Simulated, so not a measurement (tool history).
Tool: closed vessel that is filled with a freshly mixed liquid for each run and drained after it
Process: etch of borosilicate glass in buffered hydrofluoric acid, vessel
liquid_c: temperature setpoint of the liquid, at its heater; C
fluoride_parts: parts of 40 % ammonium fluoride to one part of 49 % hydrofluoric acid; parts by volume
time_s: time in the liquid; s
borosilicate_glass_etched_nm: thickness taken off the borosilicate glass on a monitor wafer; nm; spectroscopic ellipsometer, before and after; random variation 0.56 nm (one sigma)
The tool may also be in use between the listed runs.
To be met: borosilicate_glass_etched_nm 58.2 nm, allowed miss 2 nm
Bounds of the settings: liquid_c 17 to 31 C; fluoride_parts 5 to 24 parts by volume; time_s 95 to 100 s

run	hour	liquid_c	fluoride_parts	time_s	borosilicate_glass_etched_nm
1	0	23	14.5	95	80.755
2	8.9	21.5	14.5	95	73.507
3	10.7	21.5	14.5	100	75.817
4	18.1	21.5	14.5	95	74.004
5	26.7	20.5	14.5	95	68.665
6	31.9	20.5	14.5	100	72.088
7	39	19.5	14.5	100	68.658
8	40.7	19	14.5	100	66.301
9	41.9	18.5	14.5	100	65.716
10	46.1	18	14.5	100	63.007
11	52.8	18	14.5	100	63.353
12	54.2	17.5	14.5	100	61.684

Which of these 4 next moves meets every target?
A	55.6	18	14	100	?
B	55.6	17	14	95	?
C	55.6	17.5	14	100	?
D	55.6	20	15	95	?

move	borosilicate_glass_etched_nm
A	65.088
B	58.481
C	63.302
D	64.491
A: further off than the last run
B: meets every target
C: further off than the last run
D: further off than the last run
The right move is B.
